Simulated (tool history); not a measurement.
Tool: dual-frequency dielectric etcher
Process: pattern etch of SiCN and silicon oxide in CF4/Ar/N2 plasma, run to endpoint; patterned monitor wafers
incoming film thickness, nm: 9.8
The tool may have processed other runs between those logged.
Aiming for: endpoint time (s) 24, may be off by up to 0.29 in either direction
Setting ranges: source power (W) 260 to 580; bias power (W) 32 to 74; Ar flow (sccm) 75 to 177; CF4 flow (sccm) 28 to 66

| run | hour | source power (W) | bias power (W) | Ar flow (sccm) | CF4 flow (sccm) | endpoint time (s) |
|---|---|---|---|---|---|---|
| 1 | 0 | 420 | 53 | 126 | 47 | 15.056 |
| 2 | 6 | 420 | 53 | 115 | 47 | 14.748 |
| 3 | 11.5 | 420 | 53 | 100 | 47 | 14.071 |
| 4 | 20.1 | 400 | 51 | 102 | 47 | 15.075 |
| 5 | 26.1 | 390 | 49 | 103 | 47 | 15.644 |
| 6 | 32.9 | 390 | 42 | 103 | 47 | 16.32 |
| 7 | 41.7 | 380 | 41 | 105 | 47 | 16.814 |
| 8 | 44.1 | 370 | 40 | 107 | 47 | 17.598 |
| 9 | 49.1 | 360 | 39 | 107 | 47 | 18.261 |
| 10 | 57.3 | 350 | 39 | 107 | 47 | 18.946 |
| 11 | 58 | 340 | 39 | 107 | 47 | 19.451 |
| 12 | 63.8 | 330 | 39 | 107 | 47 | 20.096 |
| 13 | 67.9 | 320 | 39 | 107 | 47 | 20.754 |
| 14 | 69.8 | 290 | 39 | 107 | 47 | 23.063 |

Exercise: of the 4 proposed moves below, exactly one satisfies all targets within the stated allowed misses. Which move is it?
| A | 71.7 | 300 | 37 | 108 | 46 | ? |
| B | 71.7 | 310 | 37 | 120 | 36 | ? |
| C | 71.7 | 310 | 39 | 115 | 55 | ? |
| D | 71.7 | 280 | 37 | 110 | 46 | ? |

| move | endpoint time (s) |
|---|---|
| A | 22.769 |
| B | 23.979 |
| C | 21.334 |
| D | 24.75 |
A: the biggest miss grows against the last run
B: meets every target
C: the biggest miss grows against the last run
D: takes the biggest miss from the last run beyond its target
The right move is B.
